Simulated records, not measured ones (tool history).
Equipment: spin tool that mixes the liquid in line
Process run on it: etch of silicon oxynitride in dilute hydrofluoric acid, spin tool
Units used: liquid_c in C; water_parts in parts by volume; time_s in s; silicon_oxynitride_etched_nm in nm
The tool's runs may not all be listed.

Run 1, hour 0: liquid_c 26 C, water_parts 105 parts by volume, time_s 80 s. Result: silicon_oxynitride_etched_nm 2.169 nm.
Run 2, hour 5.2: liquid_c 28.5 C, water_parts 105 parts by volume, time_s 80 s. Result: silicon_oxynitride_etched_nm 2.4343 nm.
Run 3, hour 10: liquid_c 27.5 C, water_parts 105 parts by volume, time_s 80 s. Result: silicon_oxynitride_etched_nm 2.3678 nm.
Run 4, hour 16.6: liquid_c 27 C, water_parts 105 parts by volume, time_s 80 s. Result: silicon_oxynitride_etched_nm 2.2653 nm.
Run 5, hour 19: liquid_c 26.5 C, water_parts 105 parts by volume, time_s 80 s. Result: silicon_oxynitride_etched_nm 2.2113 nm.
Run 6, hour 27.9: liquid_c 26 C, water_parts 105 parts by volume, time_s 80 s. Result: silicon_oxynitride_etched_nm 2.1475 nm.

What does the tool deliver on the next run?
Run 7, hour 35.2: liquid_c 25.5 C, water_parts 105 parts by volume, time_s 80 s. Result: silicon_oxynitride_etched_nm ?.

Run 7 yielded silicon_oxynitride_etched_nm 2.12 nm.

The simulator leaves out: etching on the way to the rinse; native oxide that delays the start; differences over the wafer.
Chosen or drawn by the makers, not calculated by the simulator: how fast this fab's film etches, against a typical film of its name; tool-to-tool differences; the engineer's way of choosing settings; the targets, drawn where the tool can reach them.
